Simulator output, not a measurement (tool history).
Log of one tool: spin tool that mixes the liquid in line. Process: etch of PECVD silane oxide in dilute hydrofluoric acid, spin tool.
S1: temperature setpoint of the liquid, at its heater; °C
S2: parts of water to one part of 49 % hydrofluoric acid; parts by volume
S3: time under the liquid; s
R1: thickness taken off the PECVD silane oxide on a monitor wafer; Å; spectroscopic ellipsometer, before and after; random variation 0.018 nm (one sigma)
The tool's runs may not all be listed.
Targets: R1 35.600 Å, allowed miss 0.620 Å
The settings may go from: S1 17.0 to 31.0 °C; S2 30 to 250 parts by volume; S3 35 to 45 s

run	hour	S1	S2	S3	R1
1	0.0	23.0	140	45	42.438
2	6.5	23.0	140	45	42.188
3	9.7	23.0	140	35	32.769
4	17.3	23.5	140	35	33.286
5	26.0	23.5	100	35	49.012
6	30.6	23.5	50	35	103.760
7	38.5	21.5	75	35	62.188
8	43.0	20.0	80	35	54.396
9	47.2	19.0	85	35	48.488
10	51.5	18.5	90	35	44.879
11	58.6	18.0	95	35	41.245
12	60.9	17.5	100	35	38.273
13	67.9	17.5	100	35	38.283
14	70.2	17.0	110	35	33.717
15	76.0	17.0	110	35	34.020
16	82.4	17.5	110	35	34.468

Which of these 4 next moves meets every target?
A	88.8	17.0	110	35	?
B	88.8	17.0	105	35	?
C	88.8	20.5	155	45	?
D	88.8	18.0	105	35	?

move	R1
A	33.726
B	35.514
C	33.872
D	37.033
A: further off than the last run
B: meets every target
C: further off than the last run
D: takes the result that was furthest off past its target
Answer: B
